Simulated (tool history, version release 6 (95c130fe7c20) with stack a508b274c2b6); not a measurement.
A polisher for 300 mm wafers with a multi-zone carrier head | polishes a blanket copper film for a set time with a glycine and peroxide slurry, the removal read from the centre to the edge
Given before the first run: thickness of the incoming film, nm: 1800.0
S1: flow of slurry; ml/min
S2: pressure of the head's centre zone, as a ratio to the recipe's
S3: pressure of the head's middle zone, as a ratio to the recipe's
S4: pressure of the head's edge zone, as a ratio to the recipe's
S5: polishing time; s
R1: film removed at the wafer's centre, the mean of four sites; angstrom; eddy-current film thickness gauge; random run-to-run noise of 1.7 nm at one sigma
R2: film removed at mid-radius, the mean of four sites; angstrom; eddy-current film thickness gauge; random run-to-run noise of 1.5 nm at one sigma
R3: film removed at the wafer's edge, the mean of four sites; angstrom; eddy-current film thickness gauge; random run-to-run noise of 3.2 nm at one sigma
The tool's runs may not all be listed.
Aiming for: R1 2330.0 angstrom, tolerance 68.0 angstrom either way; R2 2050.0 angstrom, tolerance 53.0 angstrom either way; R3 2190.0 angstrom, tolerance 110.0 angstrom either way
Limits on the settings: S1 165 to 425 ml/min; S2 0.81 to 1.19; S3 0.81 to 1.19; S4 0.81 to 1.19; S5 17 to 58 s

| run | hour | S1 | S2 | S3 | S4 | S5 | R1 | R2 | R3 |
|---|---|---|---|---|---|---|---|---|---|
| 1 | 0.0 | 275 | 1.00 | 1.00 | 1.00 | 37 | 2469.1 | 2413.6 | 2485.4 |
| 2 | 3.6 | 275 | 1.04 | 1.00 | 1.00 | 37 | 2547.6 | 2431.1 | 2508.6 |
| 3 | 4.2 | 270 | 1.03 | 0.98 | 0.98 | 37 | 2560.5 | 2395.1 | 2531.0 |
| 4 | 11.6 | 270 | 1.03 | 0.98 | 0.98 | 41 | 2794.8 | 2665.2 | 2760.4 |
| 5 | 20.6 | 270 | 1.03 | 0.98 | 0.90 | 41 | 2823.4 | 2644.3 | 2665.8 |
| 6 | 25.6 | 270 | 1.03 | 0.97 | 0.89 | 40 | 2754.3 | 2556.1 | 2539.5 |
| 7 | 27.3 | 270 | 1.02 | 0.95 | 0.88 | 40 | 2760.8 | 2520.7 | 2547.6 |
| 8 | 33.2 | 270 | 1.02 | 0.95 | 0.88 | 40 | 2692.5 | 2502.5 | 2519.0 |
| 9 | 35.8 | 270 | 1.01 | 0.93 | 0.87 | 40 | 2715.5 | 2447.9 | 2540.2 |
| 10 | 39.3 | 270 | 1.00 | 0.92 | 0.86 | 39 | 2618.7 | 2367.7 | 2453.1 |
| 11 | 45.4 | 270 | 1.00 | 0.91 | 0.85 | 39 | 2579.4 | 2398.5 | 2435.2 |
| 12 | 51.1 | 265 | 1.00 | 0.90 | 0.85 | 39 | 2600.4 | 2369.0 | 2466.2 |
| 13 | 58.0 | 265 | 1.00 | 0.89 | 0.85 | 38 | 2528.0 | 2247.5 | 2407.9 |
| 14 | 63.3 | 265 | 1.00 | 0.88 | 0.83 | 36 | 2392.8 | 2097.9 | 2253.3 |
| 15 | 65.0 | 255 | 1.00 | 0.88 | 0.82 | 36 | 2402.9 | 2105.6 | 2268.4 |

Which of these 4 next moves meets every target?
| A | 66.7 | 175 | 1.04 | 0.81 | 0.91 | 39 | ? | ? | ? |
| B | 66.7 | 245 | 1.13 | 0.89 | 0.81 | 35 | ? | ? | ? |
| C | 66.7 | 260 | 0.99 | 0.92 | 0.84 | 36 | ? | ? | ? |
| D | 66.7 | 205 | 1.02 | 0.88 | 0.82 | 36 | ? | ? | ? |

| move | R1 | R2 | R3 |
|---|---|---|---|
| A | 2477.1 | 1987.4 | 2422.7 |
| B | 2533.0 | 2036.9 | 2148.0 |
| C | 2360.0 | 2171.3 | 2257.1 |
| D | 2326.5 | 2022.0 | 2177.9 |
A: further off than the last run
B: further off than the last run
C: puts the biggest miss on target and leaves a different result outside tolerance
D: every result lands within tolerance
The move that meets every target is D.

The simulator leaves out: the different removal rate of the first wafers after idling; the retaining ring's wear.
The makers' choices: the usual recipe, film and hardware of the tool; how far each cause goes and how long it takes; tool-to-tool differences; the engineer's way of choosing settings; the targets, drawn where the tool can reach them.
